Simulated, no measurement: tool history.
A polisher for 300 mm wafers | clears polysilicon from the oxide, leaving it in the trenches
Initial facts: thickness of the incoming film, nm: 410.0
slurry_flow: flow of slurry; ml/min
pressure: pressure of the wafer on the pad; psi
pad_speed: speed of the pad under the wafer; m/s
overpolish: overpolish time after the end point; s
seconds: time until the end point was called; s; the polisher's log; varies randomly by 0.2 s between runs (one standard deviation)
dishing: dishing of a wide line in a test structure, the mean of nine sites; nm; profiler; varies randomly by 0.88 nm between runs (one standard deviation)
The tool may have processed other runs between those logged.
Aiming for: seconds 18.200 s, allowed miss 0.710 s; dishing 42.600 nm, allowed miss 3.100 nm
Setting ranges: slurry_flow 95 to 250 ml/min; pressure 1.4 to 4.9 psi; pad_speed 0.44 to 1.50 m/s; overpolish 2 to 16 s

Run 1, day 0.000: slurry_flow 160 ml/min, pressure 3.1 psi, pad_speed 0.96 m/s, overpolish 8 s. Result: seconds 27.926 s, dishing 47.367 nm.
Run 2, day 0.242: slurry_flow 160 ml/min, pressure 3.1 psi, pad_speed 1.08 m/s, overpolish 8 s. Result: seconds 25.122 s, dishing 48.894 nm.
Run 3, day 0.433: slurry_flow 160 ml/min, pressure 3.4 psi, pad_speed 1.08 m/s, overpolish 8 s. Result: seconds 24.156 s, dishing 49.335 nm.
Run 4, day 0.712: slurry_flow 160 ml/min, pressure 3.6 psi, pad_speed 1.08 m/s, overpolish 7 s. Result: seconds 22.917 s, dishing 47.514 nm.
Run 5, day 0.871: slurry_flow 160 ml/min, pressure 3.6 psi, pad_speed 1.24 m/s, overpolish 7 s. Result: seconds 20.929 s, dishing 50.759 nm.
Run 6, day 0.942: slurry_flow 160 ml/min, pressure 3.6 psi, pad_speed 1.24 m/s, overpolish 5 s. Result: seconds 20.765 s, dishing 45.444 nm.
Run 7, day 1.300: slurry_flow 175 ml/min, pressure 4.0 psi, pad_speed 1.24 m/s, overpolish 3 s. Result: seconds 18.986 s, dishing 37.003 nm.
Run 8, day 1.417: slurry_flow 175 ml/min, pressure 4.0 psi, pad_speed 1.24 m/s, overpolish 3 s. Result: seconds 19.035 s, dishing 36.521 nm.
Run 9, day 1.450: slurry_flow 170 ml/min, pressure 4.0 psi, pad_speed 1.24 m/s, overpolish 3 s. Result: seconds 19.579 s, dishing 35.706 nm.
Run 10, day 1.767: slurry_flow 170 ml/min, pressure 4.0 psi, pad_speed 1.24 m/s, overpolish 3 s. Result: seconds 19.269 s, dishing 35.586 nm.
Run 11, day 2.079: slurry_flow 170 ml/min, pressure 4.0 psi, pad_speed 1.24 m/s, overpolish 3 s. Result: seconds 18.963 s, dishing 35.407 nm.
Run 12, day 2.433: slurry_flow 170 ml/min, pressure 4.0 psi, pad_speed 1.26 m/s, overpolish 3 s. Result: seconds 18.930 s, dishing 37.088 nm.

4 candidate next runs follow, results not yet known. Just one meets every target within its allowed miss. Identify it.
Run A, day 2.788: slurry_flow 160 ml/min, pressure 4.6 psi, pad_speed 1.14 m/s, overpolish 2 s. Result: seconds ?, dishing ?.
Run B, day 2.788: slurry_flow 170 ml/min, pressure 4.1 psi, pad_speed 1.30 m/s, overpolish 4 s. Result: seconds ?, dishing ?.
Run C, day 2.788: slurry_flow 195 ml/min, pressure 4.0 psi, pad_speed 1.30 m/s, overpolish 2 s. Result: seconds ?, dishing ?.
Run D, day 2.788: slurry_flow 150 ml/min, pressure 4.7 psi, pad_speed 1.16 m/s, overpolish 2 s. Result: seconds ?, dishing ?.

move  seconds  dishing
   A   18.502   28.035
   B   18.080   42.642
   C   18.024   28.549
   D   18.186   28.372
A: further off than the last run
B: all results land within tolerance of their targets
C: further off than the last run
D: further off than the last run
Answer: B
